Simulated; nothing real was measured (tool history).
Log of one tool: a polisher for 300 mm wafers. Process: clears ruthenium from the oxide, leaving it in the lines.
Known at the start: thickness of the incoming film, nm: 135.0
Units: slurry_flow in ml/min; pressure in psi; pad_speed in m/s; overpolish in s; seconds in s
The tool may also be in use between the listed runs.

{"run": 1, "hour": 0.0, "slurry_flow": 315, "pressure": 2.5, "pad_speed": 0.82, "overpolish": 48, "seconds": 119.42}
{"run": 2, "hour": 8.3, "slurry_flow": 315, "pressure": 2.3, "pad_speed": 0.8, "overpolish": 48, "seconds": 134.52}
{"run": 3, "hour": 12.7, "slurry_flow": 315, "pressure": 1.9, "pad_speed": 0.8, "overpolish": 48, "seconds": 160.45}
{"run": 4, "hour": 17.3, "slurry_flow": 315, "pressure": 1.9, "pad_speed": 0.7, "overpolish": 48, "seconds": 183.11}
{"run": 5, "hour": 18.1, "slurry_flow": 315, "pressure": 1.9, "pad_speed": 0.7, "overpolish": 48, "seconds": 185.5}
{"run": 6, "hour": 26.5, "slurry_flow": 315, "pressure": 1.8, "pad_speed": 0.7, "overpolish": 48, "seconds": 195.97}
{"run": 7, "hour": 35.3, "slurry_flow": 315, "pressure": 1.7, "pad_speed": 0.7, "overpolish": 48, "seconds": 203.93}

Forecast run 8:
{"run": 8, "hour": 40.5, "slurry_flow": 315, "pressure": 1.6, "pad_speed": 0.7, "overpolish": 48, "seconds": "?"}

Run 8 gave seconds 217.76 s.

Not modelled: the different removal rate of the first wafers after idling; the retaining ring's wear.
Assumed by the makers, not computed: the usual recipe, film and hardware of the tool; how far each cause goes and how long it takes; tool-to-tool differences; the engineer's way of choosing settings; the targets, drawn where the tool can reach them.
